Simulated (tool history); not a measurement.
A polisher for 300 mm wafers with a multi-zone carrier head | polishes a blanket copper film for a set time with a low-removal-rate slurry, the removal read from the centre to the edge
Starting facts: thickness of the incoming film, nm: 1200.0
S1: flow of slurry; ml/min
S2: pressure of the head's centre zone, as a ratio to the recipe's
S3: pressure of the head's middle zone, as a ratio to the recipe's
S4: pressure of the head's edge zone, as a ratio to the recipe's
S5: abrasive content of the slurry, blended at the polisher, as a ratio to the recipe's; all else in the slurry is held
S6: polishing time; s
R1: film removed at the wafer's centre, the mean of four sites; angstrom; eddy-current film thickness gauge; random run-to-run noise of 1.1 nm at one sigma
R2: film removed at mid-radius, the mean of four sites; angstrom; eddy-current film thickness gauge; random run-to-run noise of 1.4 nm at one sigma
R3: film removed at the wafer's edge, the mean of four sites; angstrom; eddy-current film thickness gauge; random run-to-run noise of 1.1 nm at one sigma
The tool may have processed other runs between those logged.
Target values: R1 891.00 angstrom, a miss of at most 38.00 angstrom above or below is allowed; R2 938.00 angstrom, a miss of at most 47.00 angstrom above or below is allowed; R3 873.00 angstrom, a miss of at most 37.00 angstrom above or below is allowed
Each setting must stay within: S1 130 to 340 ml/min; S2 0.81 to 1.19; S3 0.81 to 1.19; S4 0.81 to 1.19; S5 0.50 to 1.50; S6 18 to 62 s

{"run": 1, "day": 0.0, "S1": 220, "S2": 1.0, "S3": 1.0, "S4": 1.0, "S5": 1.0, "S6": 40, "R1": 1263.7, "R2": 1284.8, "R3": 1282.9}
{"run": 2, "day": 0.2, "S1": 220, "S2": 1.0, "S3": 1.0, "S4": 1.0, "S5": 1.2, "S6": 40, "R1": 1337.2, "R2": 1306.1, "R3": 1351.3}
{"run": 3, "day": 0.312, "S1": 220, "S2": 1.0, "S3": 0.99, "S4": 0.99, "S5": 1.1, "S6": 39, "R1": 1274.8, "R2": 1227.6, "R3": 1264.0}
{"run": 4, "day": 0.442, "S1": 220, "S2": 1.0, "S3": 0.99, "S4": 0.99, "S5": 1.2, "S6": 39, "R1": 1306.8, "R2": 1278.1, "R3": 1275.1}
{"run": 5, "day": 0.542, "S1": 220, "S2": 1.0, "S3": 0.99, "S4": 0.99, "S5": 1.2, "S6": 30, "R1": 1004.6, "R2": 986.82, "R3": 1001.4}
{"run": 6, "day": 0.662, "S1": 220, "S2": 0.99, "S3": 0.99, "S4": 0.97, "S5": 1.15, "S6": 30, "R1": 992.63, "R2": 936.64, "R3": 978.48}
{"run": 7, "day": 0.975, "S1": 220, "S2": 0.99, "S3": 1.01, "S4": 0.96, "S5": 1.1, "S6": 30, "R1": 946.37, "R2": 971.17, "R3": 948.06}
{"run": 8, "day": 1.129, "S1": 220, "S2": 0.99, "S3": 1.01, "S4": 0.95, "S5": 1.1, "S6": 30, "R1": 955.45, "R2": 963.91, "R3": 929.75}
{"run": 9, "day": 1.179, "S1": 215, "S2": 0.98, "S3": 1.01, "S4": 0.94, "S5": 1.1, "S6": 30, "R1": 955.43, "R2": 979.73, "R3": 944.34}
{"run": 10, "day": 1.379, "S1": 220, "S2": 0.97, "S3": 1.04, "S4": 0.91, "S5": 0.9, "S6": 28, "R1": 859.74, "R2": 883.35, "R3": 826.71}
{"run": 11, "day": 1.471, "S1": 220, "S2": 0.97, "S3": 1.04, "S4": 0.92, "S5": 0.9, "S6": 28, "R1": 855.08, "R2": 867.87, "R3": 830.83}
{"run": 12, "day": 1.717, "S1": 220, "S2": 0.97, "S3": 1.05, "S4": 0.93, "S5": 0.9, "S6": 28, "R1": 836.94, "R2": 882.89, "R3": 820.02}

5 candidate next runs follow, results not yet known. Just one meets every target within its allowed miss. Identify it.
{"run": "A", "day": 1.962, "S1": 230, "S2": 0.95, "S3": 0.96, "S4": 1.05, "S5": 0.9, "S6": 29, "R1": "?", "R2": "?", "R3": "?"}
{"run": "B", "day": 1.962, "S1": 180, "S2": 0.92, "S3": 0.89, "S4": 1.03, "S5": 0.8, "S6": 31, "R1": "?", "R2": "?", "R3": "?"}
{"run": "C", "day": 1.962, "S1": 240, "S2": 1.1, "S3": 1.13, "S4": 0.88, "S5": 0.85, "S6": 26, "R1": "?", "R2": "?", "R3": "?"}
{"run": "D", "day": 1.962, "S1": 240, "S2": 0.99, "S3": 1.07, "S4": 0.96, "S5": 0.95, "S6": 28, "R1": "?", "R2": "?", "R3": "?"}
{"run": "E", "day": 1.962, "S1": 200, "S2": 0.89, "S3": 1.07, "S4": 0.91, "S5": 0.85, "S6": 30, "R1": "?", "R2": "?", "R3": "?"}

move=A R1=832.69 R2=843.70 R3=930.74
move=B R1=811.50 R2=798.18 R3=935.90
move=C R1=846.81 R2=857.16 R3=758.23
move=D R1=853.24 R2=910.63 R3=877.33
move=E R1=785.79 R2=928.51 R3=876.91
A: moves the result that the last run missed by most past its target, out the other side
B: moves the result that the last run missed by most past its target, out the other side
C: its largest miss is bigger than the last run's
D: all results land within tolerance of their targets
E: the furthest-off result lands on target, but another misses its tolerance
Answer: D
